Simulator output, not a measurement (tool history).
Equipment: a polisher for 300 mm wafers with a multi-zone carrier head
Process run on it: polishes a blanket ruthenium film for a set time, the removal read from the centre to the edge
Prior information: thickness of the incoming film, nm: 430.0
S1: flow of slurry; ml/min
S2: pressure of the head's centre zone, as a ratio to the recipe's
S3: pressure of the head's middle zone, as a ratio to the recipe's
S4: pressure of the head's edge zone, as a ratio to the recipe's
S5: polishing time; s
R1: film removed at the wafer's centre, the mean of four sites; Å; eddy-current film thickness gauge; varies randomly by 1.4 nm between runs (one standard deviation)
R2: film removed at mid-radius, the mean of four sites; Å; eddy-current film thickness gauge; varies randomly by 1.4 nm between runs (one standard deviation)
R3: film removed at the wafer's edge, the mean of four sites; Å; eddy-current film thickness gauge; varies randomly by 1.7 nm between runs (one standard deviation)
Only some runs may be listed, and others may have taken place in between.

run,day,S1,S2,S3,S4,S5,R1,R2,R3
1,0,280,1,1,1,76,1091.6,1085.3,1073.1
2,0.1,285,1.03,1.02,1.02,79,1161.7,1129.2,1119.1
3,0.438,290,1.05,1.04,1.02,82,1243,1201.2,1185.5
4,0.479,290,1.05,1.1,1.02,82,1247,1255.6,1150.2
5,0.838,295,1.06,1.11,1.03,84,1292.8,1297.2,1189.8
6,1.029,295,1.06,1.11,1.08,84,1298,1329.1,1228.8

Run 7, settings as shown, results not yet in. Your forecast:
7,1.175,300,1.08,1.12,1.09,85,?,?,?

Run 7 measured R1 1335.4 Å, R2 1361.2 Å, R3 1258.3 Å.

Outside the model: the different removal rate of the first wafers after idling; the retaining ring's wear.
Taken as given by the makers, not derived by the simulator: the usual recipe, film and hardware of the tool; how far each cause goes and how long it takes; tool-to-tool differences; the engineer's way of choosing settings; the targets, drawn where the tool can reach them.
